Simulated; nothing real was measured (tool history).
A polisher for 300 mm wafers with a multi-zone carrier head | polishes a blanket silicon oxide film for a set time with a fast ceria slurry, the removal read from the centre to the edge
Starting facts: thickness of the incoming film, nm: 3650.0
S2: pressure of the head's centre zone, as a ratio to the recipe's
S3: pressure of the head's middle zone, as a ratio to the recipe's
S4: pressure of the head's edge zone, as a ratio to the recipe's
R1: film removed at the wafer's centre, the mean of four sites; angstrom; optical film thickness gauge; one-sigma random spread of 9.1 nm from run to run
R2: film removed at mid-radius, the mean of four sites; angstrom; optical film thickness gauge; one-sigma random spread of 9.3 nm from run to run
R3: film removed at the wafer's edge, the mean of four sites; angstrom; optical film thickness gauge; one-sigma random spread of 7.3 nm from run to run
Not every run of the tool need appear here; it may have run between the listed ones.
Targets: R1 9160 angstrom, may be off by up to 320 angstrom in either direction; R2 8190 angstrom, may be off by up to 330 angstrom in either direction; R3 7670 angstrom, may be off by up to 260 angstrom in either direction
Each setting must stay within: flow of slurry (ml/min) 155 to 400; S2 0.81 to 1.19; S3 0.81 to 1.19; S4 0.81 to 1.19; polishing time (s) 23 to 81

{"run": 1, "hour": 0.0, "flow of slurry (ml/min)": 255, "S2": 1, "S3": 1, "S4": 1, "polishing time (s)": 52, "R1": 11106, "R2": 10794, "R3": 10660}
{"run": 2, "hour": 3.7, "flow of slurry (ml/min)": 255, "S2": 1.02, "S3": 0.99, "S4": 0.96, "polishing time (s)": 48, "R1": 10275, "R2": 9711.7, "R3": 9711.4}
{"run": 3, "hour": 10.9, "flow of slurry (ml/min)": 255, "S2": 1.02, "S3": 0.99, "S4": 0.89, "polishing time (s)": 48, "R1": 10401, "R2": 9887.7, "R3": 9576}
{"run": 4, "hour": 11.9, "flow of slurry (ml/min)": 255, "S2": 1.04, "S3": 1, "S4": 0.87, "polishing time (s)": 45, "R1": 10036, "R2": 9385.1, "R3": 8944.8}
{"run": 5, "hour": 14.1, "flow of slurry (ml/min)": 255, "S2": 1.04, "S3": 0.95, "S4": 0.87, "polishing time (s)": 45, "R1": 10098, "R2": 8711.2, "R3": 8751.9}
{"run": 6, "hour": 21.2, "flow of slurry (ml/min)": 200, "S2": 1.04, "S3": 0.95, "S4": 0.87, "polishing time (s)": 45, "R1": 9620.6, "R2": 8581.6, "R3": 8463}
{"run": 7, "hour": 27.0, "flow of slurry (ml/min)": 190, "S2": 1.05, "S3": 0.96, "S4": 0.85, "polishing time (s)": 44, "R1": 9477.7, "R2": 8596.9, "R3": 8271.9}
{"run": 8, "hour": 30.3, "flow of slurry (ml/min)": 190, "S2": 1.05, "S3": 0.96, "S4": 0.85, "polishing time (s)": 44, "R1": 9354, "R2": 8476, "R3": 8304.2}
{"run": 9, "hour": 37.4, "flow of slurry (ml/min)": 190, "S2": 1.07, "S3": 0.97, "S4": 0.84, "polishing time (s)": 43, "R1": 9490.7, "R2": 8403.1, "R3": 7879}
{"run": 10, "hour": 46.3, "flow of slurry (ml/min)": 185, "S2": 1.07, "S3": 0.97, "S4": 0.84, "polishing time (s)": 43, "R1": 9380.2, "R2": 8242.1, "R3": 8040.3}

Below are 5 possible settings for the next run. Only one of them brings all results inside the allowed miss of their targets. Which is it?
{"run": "A", "hour": 55.2, "flow of slurry (ml/min)": 240, "S2": 1.06, "S3": 0.97, "S4": 0.81, "polishing time (s)": 41, "R1": "?", "R2": "?", "R3": "?"}
{"run": "B", "hour": 55.2, "flow of slurry (ml/min)": 260, "S2": 1.19, "S3": 1.14, "S4": 0.81, "polishing time (s)": 38, "R1": "?", "R2": "?", "R3": "?"}
{"run": "C", "hour": 55.2, "flow of slurry (ml/min)": 230, "S2": 1.17, "S3": 0.97, "S4": 0.81, "polishing time (s)": 41, "R1": "?", "R2": "?", "R3": "?"}
{"run": "D", "hour": 55.2, "flow of slurry (ml/min)": 235, "S2": 1.17, "S3": 1.01, "S4": 0.87, "polishing time (s)": 40, "R1": "?", "R2": "?", "R3": "?"}
{"run": "E", "hour": 55.2, "flow of slurry (ml/min)": 290, "S2": 1.19, "S3": 1.14, "S4": 0.81, "polishing time (s)": 38, "R1": "?", "R2": "?", "R3": "?"}

move=A R1=9111.1 R2=8126.5 R3=7571.4
move=B R1=9591 R2=8710.8 R3=7047.8
move=C R1=10009 R2=8082.2 R3=7543.6
move=D R1=9794.6 R2=8177.9 R3=7594.5
move=E R1=9708.1 R2=8807.1 R3=7106.9
A: all results land within tolerance of their targets
B: moves the result that the last run missed by most past its target, out the other side
C: corrects the largest miss of the last run, while another result sits out of spec
D: corrects the largest miss of the last run, while another result sits out of spec
E: moves the result that the last run missed by most past its target, out the other side
Correct choice: A, which meets every target
